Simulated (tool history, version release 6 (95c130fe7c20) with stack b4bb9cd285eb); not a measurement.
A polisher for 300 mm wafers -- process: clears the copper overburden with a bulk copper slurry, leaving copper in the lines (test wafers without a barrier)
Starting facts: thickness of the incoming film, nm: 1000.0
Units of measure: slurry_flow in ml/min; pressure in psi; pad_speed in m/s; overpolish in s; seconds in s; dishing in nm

run	hour	slurry_flow	pressure	pad_speed	slurry_solids	overpolish	seconds	dishing
1	0.0	125	1.9	1.30	1.00	24	133.10	63.012
2	3.7	125	1.9	1.30	1.00	15	134.85	51.452
3	10.5	125	1.7	1.30	1.00	15	149.73	47.889
4	16.5	125	1.7	1.30	1.20	15	141.47	48.991
5	22.0	125	1.7	1.30	1.20	16	144.20	50.765
6	23.7	125	1.7	1.30	1.20	17	140.63	53.042
7	31.8	115	1.5	1.28	1.25	19	163.87	51.804

Forecast run 8:
8	33.5	95	1.4	1.28	1.25	18	?	?

For run 8 the tool returned seconds 186.46 s, dishing 46.209 nm.
